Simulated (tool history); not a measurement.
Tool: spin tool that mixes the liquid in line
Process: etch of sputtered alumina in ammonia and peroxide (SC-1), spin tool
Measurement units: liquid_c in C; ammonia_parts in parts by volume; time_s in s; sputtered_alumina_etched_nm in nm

run    day  liquid_c  ammonia_parts  time_s  sputtered_alumina_etched_nm
  1  0.000      59.0            0.7     240                       22.172
  2  0.229      52.0            0.7     240                       15.244
  3  0.483      53.0            0.7     240                       16.284
  4  0.808      53.5            0.7     240                       16.428
  5  0.871      46.5            0.7     240                       11.356
  6  1.104      46.5            0.7     260                       12.243
  7  1.142      48.5            0.7     260                       13.721
  8  1.379      50.0            0.7     260                       14.907
  9  1.725      51.0            0.7     260                       15.595

Run 10, settings as shown, results not yet in. Your forecast:
 10  2.004      52.0            0.7     260                            ?

{"run 10": {"sputtered_alumina_etched_nm": 16.632}}
